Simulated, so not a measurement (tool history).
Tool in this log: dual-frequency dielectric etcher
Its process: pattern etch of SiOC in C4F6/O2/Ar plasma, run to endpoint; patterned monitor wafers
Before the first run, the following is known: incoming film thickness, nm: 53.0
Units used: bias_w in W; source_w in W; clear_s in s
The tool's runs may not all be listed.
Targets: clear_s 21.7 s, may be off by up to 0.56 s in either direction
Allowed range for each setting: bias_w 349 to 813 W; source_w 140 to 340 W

Run 1, hour 0: bias_w 581 W, source_w 240 W. Result: clear_s 18.75 s.
Run 2, hour 4.4: bias_w 551 W, source_w 240 W. Result: clear_s 19.306 s.
Run 3, hour 5.2: bias_w 606 W, source_w 240 W. Result: clear_s 18.639 s.
Run 4, hour 8.8: bias_w 573 W, source_w 230 W. Result: clear_s 19.204 s.
Run 5, hour 12.4: bias_w 547 W, source_w 230 W. Result: clear_s 19.706 s.
Run 6, hour 16.9: bias_w 547 W, source_w 210 W. Result: clear_s 20.44 s.
Run 7, hour 19.3: bias_w 535 W, source_w 210 W. Result: clear_s 20.67 s.
Run 8, hour 28: bias_w 526 W, source_w 210 W. Result: clear_s 20.747 s.
Run 9, hour 32.7: bias_w 464 W, source_w 200 W. Result: clear_s 22.435 s.

Which single option among these 4 for the next run brings every result within its allowed miss of target? Just one does.
Run A, hour 37.4: bias_w 478 W, source_w 190 W. Result: clear_s ?.
Run B, hour 37.4: bias_w 453 W, source_w 190 W. Result: clear_s ?.
Run C, hour 37.4: bias_w 582 W, source_w 200 W. Result: clear_s ?.
Run D, hour 37.4: bias_w 514 W, source_w 190 W. Result: clear_s ?.

move  clear_s
   A   22.517
   B   23.032
   C   20.259
   D   21.838
A: lands further from the targets than the last run did
B: lands further from the targets than the last run did
C: pushes the last run's worst result past its target
D: all results in spec
So the answer is move D, the one that meets all the targets.
